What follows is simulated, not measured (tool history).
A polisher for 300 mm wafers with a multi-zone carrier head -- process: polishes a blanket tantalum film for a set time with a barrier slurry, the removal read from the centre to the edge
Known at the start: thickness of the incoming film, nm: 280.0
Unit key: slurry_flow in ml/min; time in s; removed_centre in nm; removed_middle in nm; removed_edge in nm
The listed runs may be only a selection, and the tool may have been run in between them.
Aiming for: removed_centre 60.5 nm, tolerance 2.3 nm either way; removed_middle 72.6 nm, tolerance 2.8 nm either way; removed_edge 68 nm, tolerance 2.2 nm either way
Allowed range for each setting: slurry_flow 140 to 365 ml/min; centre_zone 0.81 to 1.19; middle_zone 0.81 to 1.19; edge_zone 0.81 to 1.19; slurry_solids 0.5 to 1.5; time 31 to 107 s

Run 1, hour 0: slurry_flow 235 ml/min, centre_zone 1, middle_zone 1, edge_zone 1, slurry_solids 1, time 69 s. Result: removed_centre 68.803 nm, removed_middle 69.131 nm, removed_edge 68.969 nm.
Run 2, hour 9: slurry_flow 235 ml/min, centre_zone 1.08, middle_zone 1, edge_zone 1, slurry_solids 1, time 69 s. Result: removed_centre 74.179 nm, removed_middle 69.158 nm, removed_edge 68.359 nm.
Run 3, hour 10.2: slurry_flow 235 ml/min, centre_zone 1.08, middle_zone 1.06, edge_zone 1, slurry_solids 1, time 69 s. Result: removed_centre 73.585 nm, removed_middle 72.26 nm, removed_edge 68.381 nm.
Run 4, hour 13.5: slurry_flow 235 ml/min, centre_zone 1.08, middle_zone 1.06, edge_zone 1, slurry_solids 1, time 56 s. Result: removed_centre 60.748 nm, removed_middle 59.637 nm, removed_edge 55.974 nm.
Run 5, hour 14.7: slurry_flow 235 ml/min, centre_zone 1.02, middle_zone 1.06, edge_zone 1, slurry_solids 1, time 56 s. Result: removed_centre 55.486 nm, removed_middle 59.052 nm, removed_edge 55.787 nm.
Run 6, hour 19.6: slurry_flow 235 ml/min, centre_zone 1.02, middle_zone 1.06, edge_zone 0.94, slurry_solids 1, time 56 s. Result: removed_centre 57.005 nm, removed_middle 59.074 nm, removed_edge 54.117 nm.
Run 7, hour 27.9: slurry_flow 245 ml/min, centre_zone 1.02, middle_zone 1.09, edge_zone 1, slurry_solids 1.1, time 56 s. Result: removed_centre 59.647 nm, removed_middle 63.045 nm, removed_edge 58.494 nm.
Run 8, hour 36.2: slurry_flow 285 ml/min, centre_zone 0.96, middle_zone 1.19, edge_zone 1.1, slurry_solids 1.2, time 56 s. Result: removed_centre 60.612 nm, removed_middle 70.06 nm, removed_edge 63.365 nm.

Below are 5 possible settings for the next run. Only one of them brings all results inside the allowed miss of their targets. Which is it?
Run A, hour 44.5: slurry_flow 265 ml/min, centre_zone 1.03, middle_zone 1.19, edge_zone 0.9, slurry_solids 0.75, time 69 s. Result: removed_centre ?, removed_middle ?, removed_edge ?.
Run B, hour 44.5: slurry_flow 320 ml/min, centre_zone 1.03, middle_zone 1.15, edge_zone 1.12, slurry_solids 1.25, time 54 s. Result: removed_centre ?, removed_middle ?, removed_edge ?.
Run C, hour 44.5: slurry_flow 310 ml/min, centre_zone 0.92, middle_zone 1.13, edge_zone 1.1, slurry_solids 1.3, time 58 s. Result: removed_centre ?, removed_middle ?, removed_edge ?.
Run D, hour 44.5: slurry_flow 270 ml/min, centre_zone 0.98, middle_zone 1.19, edge_zone 1.08, slurry_solids 1.25, time 54 s. Result: removed_centre ?, removed_middle ?, removed_edge ?.
Run E, hour 44.5: slurry_flow 295 ml/min, centre_zone 1.04, middle_zone 1.19, edge_zone 1.05, slurry_solids 1.3, time 52 s. Result: removed_centre ?, removed_middle ?, removed_edge ?.

move  removed_centre  removed_middle  removed_edge
   A          63.375          70.455        58.359
   B          62.577          67.523         63.53
   C           60.38          72.091        68.182
   D          58.096          67.887        61.328
   E          60.855          66.869        59.402
A: further off than the last run
B: no nearer and no further than the last run
C: every result lands within tolerance
D: further off than the last run
E: further off than the last run
C is the move that brings every result within its allowed miss.
